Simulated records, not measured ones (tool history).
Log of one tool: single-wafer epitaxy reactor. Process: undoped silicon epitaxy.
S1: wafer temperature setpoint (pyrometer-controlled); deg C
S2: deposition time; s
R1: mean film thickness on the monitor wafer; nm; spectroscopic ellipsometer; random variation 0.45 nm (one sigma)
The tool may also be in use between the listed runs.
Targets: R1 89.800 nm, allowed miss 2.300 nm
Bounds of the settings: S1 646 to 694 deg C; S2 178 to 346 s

{"run": 1, "hour": 0.0, "S1": 670, "S2": 262, "R1": 66.42}
{"run": 2, "hour": 3.8, "S1": 672, "S2": 262, "R1": 68.637}
{"run": 3, "hour": 9.4, "S1": 672, "S2": 293, "R1": 76.457}
{"run": 4, "hour": 12.7, "S1": 673, "S2": 293, "R1": 78.233}
{"run": 5, "hour": 20.0, "S1": 674, "S2": 293, "R1": 78.522}
{"run": 6, "hour": 27.5, "S1": 674, "S2": 262, "R1": 71.069}
{"run": 7, "hour": 33.6, "S1": 676, "S2": 262, "R1": 73.856}
{"run": 8, "hour": 42.4, "S1": 677, "S2": 262, "R1": 75.843}
{"run": 9, "hour": 43.7, "S1": 678, "S2": 262, "R1": 76.988}
{"run": 10, "hour": 45.1, "S1": 679, "S2": 262, "R1": 78.059}
{"run": 11, "hour": 47.0, "S1": 680, "S2": 262, "R1": 79.428}
{"run": 12, "hour": 56.1, "S1": 681, "S2": 262, "R1": 81.414}
{"run": 13, "hour": 62.1, "S1": 682, "S2": 262, "R1": 82.239}
{"run": 14, "hour": 65.2, "S1": 682, "S2": 262, "R1": 82.244}
{"run": 15, "hour": 70.8, "S1": 682, "S2": 262, "R1": 82.632}
{"run": 16, "hour": 75.0, "S1": 683, "S2": 262, "R1": 84.614}

Which of these 5 next moves meets every target?
{"run": "A", "hour": 79.2, "S1": 685, "S2": 250, "R1": "?"}
{"run": "B", "hour": 79.2, "S1": 686, "S2": 247, "R1": "?"}
{"run": "C", "hour": 79.2, "S1": 687, "S2": 259, "R1": "?"}
{"run": "D", "hour": 79.2, "S1": 681, "S2": 253, "R1": "?"}
{"run": "E", "hour": 79.2, "S1": 685, "S2": 280, "R1": "?"}

move=A R1=83.851
move=B R1=84.413
move=C R1=90.186
move=D R1=78.696
move=E R1=93.913
A: further off than the last run
B: as far off as the last run
C: meets every target
D: further off than the last run
E: takes the result that was furthest off past its target
Move C is the one to make.

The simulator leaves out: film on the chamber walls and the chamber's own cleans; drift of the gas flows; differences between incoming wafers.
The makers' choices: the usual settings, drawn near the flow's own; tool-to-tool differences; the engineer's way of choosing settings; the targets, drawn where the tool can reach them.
